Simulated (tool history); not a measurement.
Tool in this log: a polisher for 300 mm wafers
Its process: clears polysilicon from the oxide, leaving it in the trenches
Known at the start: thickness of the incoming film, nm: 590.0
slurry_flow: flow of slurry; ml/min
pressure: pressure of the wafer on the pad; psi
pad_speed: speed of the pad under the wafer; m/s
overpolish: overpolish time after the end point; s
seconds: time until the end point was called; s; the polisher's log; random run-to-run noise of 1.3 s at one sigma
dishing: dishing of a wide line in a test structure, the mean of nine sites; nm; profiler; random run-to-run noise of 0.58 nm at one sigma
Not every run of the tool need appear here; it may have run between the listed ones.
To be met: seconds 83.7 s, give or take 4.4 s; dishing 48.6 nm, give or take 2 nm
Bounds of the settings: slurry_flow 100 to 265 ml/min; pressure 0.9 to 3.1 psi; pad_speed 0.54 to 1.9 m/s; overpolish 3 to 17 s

| run | hour | slurry_flow | pressure | pad_speed | overpolish | seconds | dishing |
|---|---|---|---|---|---|---|---|
| 1 | 0 | 170 | 2 | 1.22 | 9 | 56.185 | 46.035 |
| 2 | 2.4 | 170 | 1.9 | 1.22 | 10 | 60.676 | 48.104 |
| 3 | 5.7 | 170 | 1.9 | 1.46 | 10 | 53.076 | 48.433 |
| 4 | 8.5 | 170 | 1.8 | 1.44 | 10 | 57.874 | 47.697 |
| 5 | 11.3 | 170 | 2.1 | 1.44 | 10 | 48.667 | 51.065 |
| 6 | 12.9 | 170 | 2.1 | 1.44 | 7 | 49.767 | 44.112 |
| 7 | 20.1 | 170 | 2 | 1.42 | 8 | 51.505 | 46.3 |
| 8 | 25.2 | 170 | 1.9 | 1.4 | 9 | 55.366 | 46.642 |

Below are 4 possible settings for the next run. Only one of them brings all results inside the allowed miss of their targets. Which is it?
| A | 30.3 | 190 | 2.2 | 1.42 | 8 | ? | ? |
| B | 30.3 | 160 | 1.9 | 0.92 | 12 | ? | ? |
| C | 30.3 | 120 | 1.1 | 1.58 | 15 | ? | ? |
| D | 30.3 | 145 | 1 | 1.14 | 17 | ? | ? |

| move | seconds | dishing |
|---|---|---|
| A | 46.542 | 47.777 |
| B | 70.071 | 47.719 |
| C | 85.374 | 48.114 |
| D | 109.76 | 46.08 |
A: further off than the last run
B: closes in on the targets versus the last run, not all within tolerance yet
C: each result inside its tolerance
D: the result that was furthest off in the last run now lies on the other side of its target
C is the move that brings every result within its allowed miss.

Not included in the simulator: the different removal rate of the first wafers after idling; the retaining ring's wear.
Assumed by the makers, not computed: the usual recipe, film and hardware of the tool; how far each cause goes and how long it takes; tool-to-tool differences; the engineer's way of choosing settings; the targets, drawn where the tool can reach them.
